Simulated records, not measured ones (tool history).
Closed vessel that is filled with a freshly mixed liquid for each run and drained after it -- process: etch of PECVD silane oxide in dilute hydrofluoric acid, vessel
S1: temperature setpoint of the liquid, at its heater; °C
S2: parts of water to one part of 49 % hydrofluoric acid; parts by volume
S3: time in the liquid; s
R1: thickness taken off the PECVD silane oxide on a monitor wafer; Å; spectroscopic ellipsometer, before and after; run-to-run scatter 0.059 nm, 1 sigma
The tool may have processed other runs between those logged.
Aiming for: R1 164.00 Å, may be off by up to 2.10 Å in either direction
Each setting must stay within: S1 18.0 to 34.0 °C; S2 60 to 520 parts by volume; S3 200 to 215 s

run	hour	S1	S2	S3	R1
1	0.0	26.0	290	200	185.63
2	3.0	25.5	290	200	180.87
3	9.4	25.5	290	215	195.83
4	11.2	25.5	380	215	136.91
5	15.3	26.0	380	215	138.71
6	20.8	26.0	380	215	139.42
7	22.7	26.5	380	215	140.28
8	28.5	27.0	380	215	144.13
9	37.8	27.5	380	215	146.87
10	39.4	28.0	380	215	149.96

Below are 4 possible settings for the next run. Only one of them brings all results inside the allowed miss of their targets. Which is it?
A	41.0	21.5	290	215	?
B	41.0	24.5	310	210	?
C	41.0	27.5	350	215	?
D	41.0	28.5	330	200	?

move	R1
A	169.42
B	169.34
C	163.75
D	170.29
A: carries the result that was furthest off beyond its target, to the other side
B: carries the result that was furthest off beyond its target, to the other side
C: hits every target within its allowed miss
D: carries the result that was furthest off beyond its target, to the other side
Move C is the one to make.
